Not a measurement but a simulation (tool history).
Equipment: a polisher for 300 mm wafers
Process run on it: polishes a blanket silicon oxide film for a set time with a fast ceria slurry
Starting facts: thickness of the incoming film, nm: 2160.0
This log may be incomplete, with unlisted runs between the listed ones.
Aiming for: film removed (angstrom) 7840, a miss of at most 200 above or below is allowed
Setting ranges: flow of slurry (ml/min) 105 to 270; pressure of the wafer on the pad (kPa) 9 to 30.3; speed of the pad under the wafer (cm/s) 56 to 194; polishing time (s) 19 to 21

| run | day | flow of slurry (ml/min) | pressure of the wafer on the pad (kPa) | speed of the pad under the wafer (cm/s) | polishing time (s) | film removed (angstrom) |
|---|---|---|---|---|---|---|
| 1 | 0 | 175 | 19.3 | 124 | 21 | 4565.9 |
| 2 | 0.088 | 175 | 19.3 | 96 | 21 | 3639.2 |
| 3 | 0.296 | 180 | 20.7 | 98 | 21 | 3960 |
| 4 | 0.512 | 185 | 21.4 | 100 | 21 | 4144.7 |
| 5 | 0.742 | 185 | 22.1 | 102 | 21 | 4348.8 |
| 6 | 0.904 | 220 | 22.1 | 102 | 21 | 4492.8 |
| 7 | 1.162 | 220 | 22.8 | 104 | 21 | 4654.1 |
| 8 | 1.312 | 245 | 28.3 | 126 | 21 | 7020.3 |
| 9 | 1.392 | 245 | 29.6 | 128 | 21 | 7431.9 |

5 candidate next runs follow, results not yet known. Just one meets every target within its allowed miss. Identify it.
| A | 1.471 | 210 | 29 | 138 | 21 | ? |
| B | 1.471 | 250 | 26.9 | 132 | 21 | ? |
| C | 1.471 | 200 | 30.3 | 114 | 21 | ? |
| D | 1.471 | 220 | 26.2 | 154 | 19 | ? |
| E | 1.471 | 230 | 29.6 | 132 | 19 | ? |

| move | film removed (angstrom) |
|---|---|
| A | 7839.3 |
| B | 7102.8 |
| C | 6782.2 |
| D | 7190.2 |
| E | 7014.9 |
A: all results in spec
B: moves away from the targets compared with the last run
C: moves away from the targets compared with the last run
D: moves away from the targets compared with the last run
E: moves away from the targets compared with the last run
Go with A: it meets all targets.
